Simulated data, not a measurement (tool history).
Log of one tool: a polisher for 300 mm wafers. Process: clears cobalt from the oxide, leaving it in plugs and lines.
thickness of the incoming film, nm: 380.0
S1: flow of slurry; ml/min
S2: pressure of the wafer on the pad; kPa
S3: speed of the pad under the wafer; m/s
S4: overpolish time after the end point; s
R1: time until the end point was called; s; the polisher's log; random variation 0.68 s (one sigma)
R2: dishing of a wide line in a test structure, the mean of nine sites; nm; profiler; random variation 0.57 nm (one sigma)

Run 1, hour 0: S1 275 ml/min, S2 17.2 kPa, S3 1.16 m/s, S4 24 s. Result: R1 54.794 s, R2 34.57 nm.
Run 2, hour 9: S1 250 ml/min, S2 17.2 kPa, S3 1.16 m/s, S4 24 s. Result: R1 55.83 s, R2 35.632 nm.
Run 3, hour 12.8: S1 250 ml/min, S2 20 kPa, S3 1.16 m/s, S4 24 s. Result: R1 48.341 s, R2 34.662 nm.
Run 4, hour 13.9: S1 290 ml/min, S2 19.3 kPa, S3 1.08 m/s, S4 20 s. Result: R1 52.304 s, R2 32.259 nm.
Run 5, hour 22: S1 290 ml/min, S2 21.4 kPa, S3 1.08 m/s, S4 20 s. Result: R1 47.534 s, R2 34.315 nm.
Run 6, hour 25.9: S1 320 ml/min, S2 19.3 kPa, S3 1.08 m/s, S4 17 s. Result: R1 51.679 s, R2 33.311 nm.
Run 7, hour 32.1: S1 345 ml/min, S2 18.6 kPa, S3 1 m/s, S4 15 s. Result: R1 57.293 s, R2 34.031 nm.

The next listed run, before its measurement:
Run 8, hour 36.1: S1 305 ml/min, S2 18.6 kPa, S3 0.96 m/s, S4 13 s. Result: R1 ?, R2 ?.

Run 8 gave R1 58.896 s, R2 33.6 nm.

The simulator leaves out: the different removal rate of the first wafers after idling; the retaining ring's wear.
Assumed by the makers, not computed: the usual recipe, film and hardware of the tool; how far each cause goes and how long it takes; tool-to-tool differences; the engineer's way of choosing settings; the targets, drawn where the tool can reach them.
